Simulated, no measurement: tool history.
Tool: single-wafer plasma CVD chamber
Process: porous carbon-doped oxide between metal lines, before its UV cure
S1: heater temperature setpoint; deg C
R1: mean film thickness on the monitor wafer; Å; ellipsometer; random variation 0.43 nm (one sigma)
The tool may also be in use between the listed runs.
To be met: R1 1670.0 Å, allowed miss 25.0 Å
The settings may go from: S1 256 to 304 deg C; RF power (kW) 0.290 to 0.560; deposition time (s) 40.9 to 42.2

run 1 day=0.000 | S1=280 RF_power_(kW)=0.425 deposition_time_(s)=40.9 | R1=2209.2
run 2 day=0.262 | S1=280 RF_power_(kW)=0.400 deposition_time_(s)=40.9 | R1=2081.6
run 3 day=0.446 | S1=280 RF_power_(kW)=0.370 deposition_time_(s)=40.9 | R1=1928.5
run 4 day=0.704 | S1=287 RF_power_(kW)=0.370 deposition_time_(s)=40.9 | R1=1841.4
run 5 day=0.762 | S1=287 RF_power_(kW)=0.370 deposition_time_(s)=42.2 | R1=1894.0
run 6 day=1.125 | S1=292 RF_power_(kW)=0.370 deposition_time_(s)=42.2 | R1=1828.7
run 7 day=1.150 | S1=296 RF_power_(kW)=0.370 deposition_time_(s)=42.2 | R1=1780.5
run 8 day=1.308 | S1=298 RF_power_(kW)=0.370 deposition_time_(s)=42.2 | R1=1766.5
run 9 day=1.483 | S1=300 RF_power_(kW)=0.365 deposition_time_(s)=42.2 | R1=1710.7
run 10 day=1.629 | S1=301 RF_power_(kW)=0.365 deposition_time_(s)=42.2 | R1=1706.3

5 next moves are on the table. One of them brings every result within its allowed miss. Which?
run A day=1.775 | S1=297 RF_power_(kW)=0.365 deposition_time_(s)=41.8 | R1=?
run B day=1.775 | S1=288 RF_power_(kW)=0.340 deposition_time_(s)=42.2 | R1=?
run C day=1.775 | S1=297 RF_power_(kW)=0.370 deposition_time_(s)=42.2 | R1=?
run D day=1.775 | S1=304 RF_power_(kW)=0.375 deposition_time_(s)=42.2 | R1=?
run E day=1.775 | S1=304 RF_power_(kW)=0.375 deposition_time_(s)=41.0 | R1=?

move=A R1=1725.3
move=B R1=1721.0
move=C R1=1765.4
move=D R1=1711.6
move=E R1=1664.0
A: further off than the last run
B: further off than the last run
C: further off than the last run
D: further off than the last run
E: meets every target
Answer: E

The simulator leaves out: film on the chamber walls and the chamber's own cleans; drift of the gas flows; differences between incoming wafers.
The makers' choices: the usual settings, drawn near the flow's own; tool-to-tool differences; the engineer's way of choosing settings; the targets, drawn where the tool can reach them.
